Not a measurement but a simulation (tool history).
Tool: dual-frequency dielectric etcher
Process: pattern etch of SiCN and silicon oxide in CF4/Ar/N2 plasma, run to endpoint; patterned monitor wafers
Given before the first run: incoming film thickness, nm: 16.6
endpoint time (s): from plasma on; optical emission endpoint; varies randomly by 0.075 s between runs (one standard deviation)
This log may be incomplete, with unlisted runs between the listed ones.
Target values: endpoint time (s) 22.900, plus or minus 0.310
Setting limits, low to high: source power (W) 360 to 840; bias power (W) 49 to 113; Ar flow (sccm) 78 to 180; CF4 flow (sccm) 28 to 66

{"run": 1, "hour": 0.0, "source power (W)": 600, "bias power (W)": 81, "Ar flow (sccm)": 129, "CF4 flow (sccm)": 47, "endpoint time (s)": 16.929}
{"run": 2, "hour": 2.2, "source power (W)": 600, "bias power (W)": 86, "Ar flow (sccm)": 129, "CF4 flow (sccm)": 47, "endpoint time (s)": 16.556}
{"run": 3, "hour": 10.2, "source power (W)": 580, "bias power (W)": 86, "Ar flow (sccm)": 129, "CF4 flow (sccm)": 47, "endpoint time (s)": 17.268}
{"run": 4, "hour": 12.6, "source power (W)": 540, "bias power (W)": 86, "Ar flow (sccm)": 129, "CF4 flow (sccm)": 47, "endpoint time (s)": 18.622}
{"run": 5, "hour": 15.9, "source power (W)": 530, "bias power (W)": 86, "Ar flow (sccm)": 129, "CF4 flow (sccm)": 47, "endpoint time (s)": 18.991}
{"run": 6, "hour": 21.5, "source power (W)": 530, "bias power (W)": 74, "Ar flow (sccm)": 129, "CF4 flow (sccm)": 47, "endpoint time (s)": 20.265}
{"run": 7, "hour": 29.6, "source power (W)": 520, "bias power (W)": 74, "Ar flow (sccm)": 129, "CF4 flow (sccm)": 47, "endpoint time (s)": 20.812}
{"hour": 36.4, "done": "Ar flow controller replaced"}
{"run": 8, "hour": 36.4, "source power (W)": 510, "bias power (W)": 74, "Ar flow (sccm)": 129, "CF4 flow (sccm)": 47, "endpoint time (s)": 21.052}

Consider the 4 candidate settings below. Which is the only one whose results all fall within their allowed miss of target?
{"run": "A", "hour": 43.2, "source power (W)": 490, "bias power (W)": 68, "Ar flow (sccm)": 123, "CF4 flow (sccm)": 45, "endpoint time (s)": "?"}
{"run": "B", "hour": 43.2, "source power (W)": 500, "bias power (W)": 67, "Ar flow (sccm)": 111, "CF4 flow (sccm)": 48, "endpoint time (s)": "?"}
{"run": "C", "hour": 43.2, "source power (W)": 490, "bias power (W)": 73, "Ar flow (sccm)": 122, "CF4 flow (sccm)": 51, "endpoint time (s)": "?"}
{"run": "D", "hour": 43.2, "source power (W)": 530, "bias power (W)": 82, "Ar flow (sccm)": 124, "CF4 flow (sccm)": 46, "endpoint time (s)": "?"}

move=A endpoint_time_(s)=23.011
move=B endpoint_time_(s)=22.110
move=C endpoint_time_(s)=22.009
move=D endpoint_time_(s)=19.395
A: every result within its allowed miss
B: an improvement on the last run, though not all results are within tolerance
C: an improvement on the last run, though not all results are within tolerance
D: misses by more than the last run did
Answer: A
